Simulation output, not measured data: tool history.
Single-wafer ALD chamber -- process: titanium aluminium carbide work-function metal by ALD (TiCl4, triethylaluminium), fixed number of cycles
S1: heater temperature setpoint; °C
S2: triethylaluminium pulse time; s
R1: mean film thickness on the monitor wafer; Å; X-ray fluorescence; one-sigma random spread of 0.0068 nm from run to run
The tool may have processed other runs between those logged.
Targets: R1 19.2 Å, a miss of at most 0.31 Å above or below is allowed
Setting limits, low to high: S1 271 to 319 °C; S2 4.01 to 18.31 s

{"run": 1, "hour": 0.0, "S1": 295, "S2": 11.16, "R1": 21.375}
{"run": 2, "hour": 1.4, "S1": 295, "S2": 8.15, "R1": 20.574}
{"run": 3, "hour": 4.8, "S1": 293, "S2": 7.95, "R1": 20.281}
{"run": 4, "hour": 5.8, "S1": 302, "S2": 7.95, "R1": 21.028}
{"run": 5, "hour": 14.8, "S1": 302, "S2": 10.88, "R1": 21.79}
{"run": 6, "hour": 17.5, "S1": 302, "S2": 13.51, "R1": 22.054}
{"run": 7, "hour": 22.5, "S1": 297, "S2": 12.54, "R1": 21.713}
{"run": 8, "hour": 26.4, "S1": 285, "S2": 8.97, "R1": 19.942}
{"run": 9, "hour": 29.0, "S1": 284, "S2": 8.82, "R1": 19.756}

Which of these 5 next moves meets every target?
{"run": "A", "hour": 31.6, "S1": 288, "S2": 11.16, "R1": "?"}
{"run": "B", "hour": 31.6, "S1": 286, "S2": 9.76, "R1": "?"}
{"run": "C", "hour": 31.6, "S1": 282, "S2": 9.83, "R1": "?"}
{"run": "D", "hour": 31.6, "S1": 296, "S2": 8.2, "R1": "?"}
{"run": "E", "hour": 31.6, "S1": 285, "S2": 7.02, "R1": "?"}

move=A R1=20.875
move=B R1=20.43
move=C R1=20.12
move=D R1=20.711
move=E R1=19.208
A: misses by more than the last run did
B: misses by more than the last run did
C: misses by more than the last run did
D: misses by more than the last run did
E: each result inside its tolerance
The move that meets every target is E.

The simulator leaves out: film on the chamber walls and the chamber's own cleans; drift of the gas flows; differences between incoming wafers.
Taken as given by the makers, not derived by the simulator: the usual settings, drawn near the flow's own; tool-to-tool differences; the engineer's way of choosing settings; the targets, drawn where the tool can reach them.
